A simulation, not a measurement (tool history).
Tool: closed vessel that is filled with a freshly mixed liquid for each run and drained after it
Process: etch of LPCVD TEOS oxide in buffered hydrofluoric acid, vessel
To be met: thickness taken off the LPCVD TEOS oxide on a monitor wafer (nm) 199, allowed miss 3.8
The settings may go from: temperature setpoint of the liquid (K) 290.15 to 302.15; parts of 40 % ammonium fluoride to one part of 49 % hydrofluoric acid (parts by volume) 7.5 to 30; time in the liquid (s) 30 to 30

run  hour  temperature setpoint of the liquid (K)  parts of 40 % ammonium fluoride to one part of 49 % hydrofluoric acid (parts by volume)  time in the liquid (s)  thickness taken off the LPCVD TEOS oxide on a monitor wafer (nm)
  1     0                                  294.15                                                                                       22                      30                                                            65.821
  2   7.4                                  292.65                                                                                       22                      30                                                            61.019
  3  14.6                                  295.15                                                                                       18                      30                                                            83.279
  4  15.5                                  297.15                                                                                       15                      30                                                             110.7
  5  19.5                                  298.65                                                                                     13.5                      30                                                            132.91
  6  20.8                                  299.65                                                                                     12.5                      30                                                            151.22
  7  22.1                                  300.15                                                                                       12                      30                                                            161.92
  8  27.6                                  300.65                                                                                     11.5                      30                                                            173.97
  9  32.3                                  302.15                                                                                       10                      30                                                            216.69
 10  40.8                                  301.65                                                                                       10                      30                                                            210.65
 11  48.6                                  301.15                                                                                       10                      30                                                             206.7
 12  56.1                                  300.15                                                                                       10                      30                                                            194.18

Which of these 5 next moves meets every target?
  A  63.6                                  299.15                                                                                      9.5                      30                                                                 ?
  B  63.6                                  302.15                                                                                     11.5                      30                                                                 ?
  C  63.6                                  298.15                                                                                      8.5                      30                                                                 ?
  D  63.6                                  300.15                                                                                     10.5                      30                                                                 ?
  E  63.6                                  301.65                                                                                       11                      30                                                                 ?

move  thickness taken off the LPCVD TEOS oxide on a monitor wafer (nm)
   A                                                            191.12
   B                                                            189.52
   C                                                            199.32
   D                                                             186.2
   E                                                            192.74
A: further off than the last run
B: further off than the last run
C: meets every target
D: further off than the last run
E: further off than the last run
Move C is the one to make.
